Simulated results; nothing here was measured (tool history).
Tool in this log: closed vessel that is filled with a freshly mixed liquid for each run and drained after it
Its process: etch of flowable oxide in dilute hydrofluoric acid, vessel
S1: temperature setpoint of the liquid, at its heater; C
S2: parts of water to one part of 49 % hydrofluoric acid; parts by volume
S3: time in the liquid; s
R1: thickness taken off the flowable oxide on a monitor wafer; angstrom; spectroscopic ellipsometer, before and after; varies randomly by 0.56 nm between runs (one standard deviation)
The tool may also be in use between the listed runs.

run  hour    S1   S2   S3       R1
  1   0.0  23.0  140  515   886.13
  2   2.5  23.0  170  515   706.73
  3  10.2  24.0  170  515   736.34
  4  12.1  24.0  135  515   944.47
  5  13.8  22.5  135  515   905.83
     16.7  -- thermometer replaced
  6  16.7  22.5  105  515  1323.40
  7  24.0  21.5  115  515  1137.30
  8  24.9  20.5  120  515  1054.30
  9  29.4  20.0  125  515   982.53
 10  34.9  19.5  125  515   954.90

Run 11 is up next; what results do you expect?
 11  39.6  19.0  125  515   ?

Run 11 came out at R1 929.45 angstrom.

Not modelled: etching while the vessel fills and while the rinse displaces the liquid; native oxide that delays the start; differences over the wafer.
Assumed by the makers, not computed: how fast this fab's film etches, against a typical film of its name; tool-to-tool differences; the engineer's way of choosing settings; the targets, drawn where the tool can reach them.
